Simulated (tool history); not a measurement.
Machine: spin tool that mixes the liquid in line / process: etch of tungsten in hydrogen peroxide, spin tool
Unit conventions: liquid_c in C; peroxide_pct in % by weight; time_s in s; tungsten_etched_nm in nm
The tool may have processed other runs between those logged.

run	hour	liquid_c	peroxide_pct	time_s	tungsten_etched_nm
1	0.0	53.0	17.5	45	97.616
2	2.9	51.5	17.5	45	90.940
3	9.3	50.5	17.5	45	84.516
4	15.3	50.5	20.5	45	92.203
5	20.3	50.5	20.5	45	92.214
6	22.5	49.0	20.5	45	83.652
7	27.0	48.5	20.5	45	81.097

What will run 8 give?
8	27.6	48.0	20.5	45	?

Run 8 gave tungsten_etched_nm 77.847 nm.
